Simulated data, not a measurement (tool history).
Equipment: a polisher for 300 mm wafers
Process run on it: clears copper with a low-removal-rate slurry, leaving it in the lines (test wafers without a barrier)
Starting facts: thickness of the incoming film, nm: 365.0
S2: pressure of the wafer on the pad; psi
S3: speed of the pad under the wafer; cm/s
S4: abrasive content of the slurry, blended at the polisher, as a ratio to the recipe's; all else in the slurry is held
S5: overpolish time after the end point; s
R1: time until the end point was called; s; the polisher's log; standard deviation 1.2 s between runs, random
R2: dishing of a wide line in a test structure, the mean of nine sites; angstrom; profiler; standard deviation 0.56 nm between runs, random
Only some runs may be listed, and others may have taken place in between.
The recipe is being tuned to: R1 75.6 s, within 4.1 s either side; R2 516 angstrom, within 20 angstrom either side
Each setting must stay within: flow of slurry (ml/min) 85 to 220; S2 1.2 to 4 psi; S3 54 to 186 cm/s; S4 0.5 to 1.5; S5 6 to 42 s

run 1 hour=0 | flow_of_slurry_(ml/min)=140 S2=2.6 S3=118 S4=1 S5=21 | R1=113.59 R2=404.94
run 2 hour=1.4 | flow_of_slurry_(ml/min)=150 S2=2.9 S3=118 S4=1 S5=20 | R1=99.188 R2=425.09
run 3 hour=8.5 | flow_of_slurry_(ml/min)=165 S2=2.9 S3=118 S4=1 S5=20 | R1=101.66 R2=426.46
run 4 hour=12.7 | flow_of_slurry_(ml/min)=165 S2=2.9 S3=118 S4=1.1 S5=20 | R1=98.308 R2=431.62
run 5 hour=18.6 | flow_of_slurry_(ml/min)=165 S2=3.1 S3=118 S4=1.1 S5=20 | R1=93.224 R2=462.54
run 6 hour=26.3 | flow_of_slurry_(ml/min)=165 S2=3.3 S3=118 S4=1.1 S5=19 | R1=85.365 R2=469.26
run 7 hour=28.8 | flow_of_slurry_(ml/min)=165 S2=3.4 S3=118 S4=1.1 S5=19 | R1=83.1 R2=476.87
run 8 hour=30.4 | flow_of_slurry_(ml/min)=165 S2=3.4 S3=118 S4=1.1 S5=19 | R1=84.797 R2=479.95
run 9 hour=33.2 | flow_of_slurry_(ml/min)=165 S2=3.5 S3=118 S4=1.1 S5=19 | R1=79.141 R2=495.02
run 10 hour=37.2 | flow_of_slurry_(ml/min)=165 S2=3.5 S3=118 S4=1.1 S5=19 | R1=82.44 R2=489.27

Which single option among these 4 for the next run brings every result within its allowed miss of target? Just one does.
run A hour=41.2 | flow_of_slurry_(ml/min)=125 S2=4 S3=116 S4=1.25 S5=15 | R1=? R2=?
run B hour=41.2 | flow_of_slurry_(ml/min)=190 S2=3 S3=144 S4=1.2 S5=19 | R1=? R2=?
run C hour=41.2 | flow_of_slurry_(ml/min)=160 S2=3.4 S3=114 S4=1.1 S5=18 | R1=? R2=?
run D hour=41.2 | flow_of_slurry_(ml/min)=155 S2=3.5 S3=108 S4=0.9 S5=19 | R1=? R2=?

move=A R1=72.829 R2=448.26
move=B R1=73.076 R2=527.48
move=C R1=85.028 R2=453.23
move=D R1=91.49 R2=447.15
A: gets the furthest-off result to its target, but another result is out of tolerance
B: all results land within tolerance of their targets
C: moves away from the targets compared with the last run
D: moves away from the targets compared with the last run
B meets every target.
